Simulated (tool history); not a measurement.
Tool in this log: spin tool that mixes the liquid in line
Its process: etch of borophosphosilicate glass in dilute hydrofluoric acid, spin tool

| run | hour | temperature setpoint of the liquid (K) | parts of water to one part of 49 % hydrofluoric acid (parts by volume) | time under the liquid (s) | thickness taken off the borophosphosilicate glass on a monitor wafer (angstrom) |
|---|---|---|---|---|---|
| 1 | 0 | 297.15 | 165 | 55 | 190.96 |
| 2 | 6.9 | 300.15 | 165 | 55 | 210.92 |
| 3 | 15.5 | 298.15 | 165 | 55 | 196.33 |
| 4 | 16.1 | 298.15 | 120 | 55 | 285.77 |
| 5 | 18.6 | 298.15 | 145 | 55 | 230.81 |
| 6 | 21.1 | 298.15 | 105 | 55 | 336.16 |
| 7 | 27.4 | 297.15 | 105 | 55 | 320.05 |
| 8 | 29.9 | 296.65 | 105 | 55 | 316.17 |
| 9 | 35.5 | 296.15 | 105 | 55 | 303.74 |
| 10 | 43 | 295.65 | 105 | 55 | 298.82 |

For run 11, what comes out?
| 11 | 43.7 | 295.15 | 105 | 55 | ? |

{"run 11": {"thickness taken off the borophosphosilicate glass on a monitor wafer (angstrom)": 298.73}}

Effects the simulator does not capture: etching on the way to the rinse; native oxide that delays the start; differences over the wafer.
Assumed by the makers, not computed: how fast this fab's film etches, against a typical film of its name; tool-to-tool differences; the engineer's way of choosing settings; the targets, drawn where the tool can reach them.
